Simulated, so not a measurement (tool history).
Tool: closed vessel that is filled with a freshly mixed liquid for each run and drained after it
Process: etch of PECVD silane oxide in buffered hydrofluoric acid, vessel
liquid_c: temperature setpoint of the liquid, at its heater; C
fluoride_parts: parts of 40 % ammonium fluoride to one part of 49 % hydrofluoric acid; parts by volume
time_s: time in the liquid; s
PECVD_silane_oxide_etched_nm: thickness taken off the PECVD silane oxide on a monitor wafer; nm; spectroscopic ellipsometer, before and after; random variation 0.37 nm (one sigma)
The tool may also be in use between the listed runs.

run	hour	liquid_c	fluoride_parts	time_s	PECVD_silane_oxide_etched_nm
1	0.0	20.0	22.0	90	68.593
2	3.3	19.5	22.5	90	65.570
3	7.0	23.0	22.5	90	80.477
4	9.6	23.0	22.5	90	79.963
5	11.0	20.5	22.5	90	69.379
6	15.0	20.5	25.5	90	63.992
7	22.7	20.0	25.5	90	62.108
8	26.4	19.5	25.5	90	60.769

The next listed run, before its measurement:
9	35.7	19.5	25.5	90	?

{"run 9": {"PECVD_silane_oxide_etched_nm": 60.25}}
